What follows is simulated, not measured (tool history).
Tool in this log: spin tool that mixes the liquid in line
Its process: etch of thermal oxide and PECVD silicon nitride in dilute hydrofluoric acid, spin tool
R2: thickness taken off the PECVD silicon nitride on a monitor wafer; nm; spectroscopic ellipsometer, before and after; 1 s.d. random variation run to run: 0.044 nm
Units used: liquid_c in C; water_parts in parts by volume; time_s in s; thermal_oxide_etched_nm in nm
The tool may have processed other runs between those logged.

run 1 hour=0.0 | liquid_c=22.0 water_parts=120 time_s=180 | thermal_oxide_etched_nm=6.5207 R2=2.6566
run 2 hour=6.6 | liquid_c=23.0 water_parts=115 time_s=180 | thermal_oxide_etched_nm=7.1444 R2=2.9712
run 3 hour=9.5 | liquid_c=25.0 water_parts=115 time_s=180 | thermal_oxide_etched_nm=7.6804 R2=3.3731
run 4 hour=17.5 | liquid_c=22.0 water_parts=115 time_s=180 | thermal_oxide_etched_nm=6.9110 R2=2.7705
run 5 hour=20.5 | liquid_c=22.0 water_parts=100 time_s=180 | thermal_oxide_etched_nm=8.0875 R2=3.1603
run 6 hour=27.1 | liquid_c=22.0 water_parts=85 time_s=180 | thermal_oxide_etched_nm=9.6367 R2=3.7125
run 7 hour=29.1 | liquid_c=23.0 water_parts=85 time_s=180 | thermal_oxide_etched_nm=10.0120 R2=3.9958
run 8 hour=30.2 | liquid_c=23.5 water_parts=85 time_s=180 | thermal_oxide_etched_nm=10.2180 R2=4.1025

Run 9 has not been measured yet. What should we expect?
run 9 hour=37.7 | liquid_c=24.0 water_parts=85 time_s=180 | thermal_oxide_etched_nm=? R2=?

Run 9 yielded thermal_oxide_etched_nm 10.6190 nm, R2 4.2546 nm.
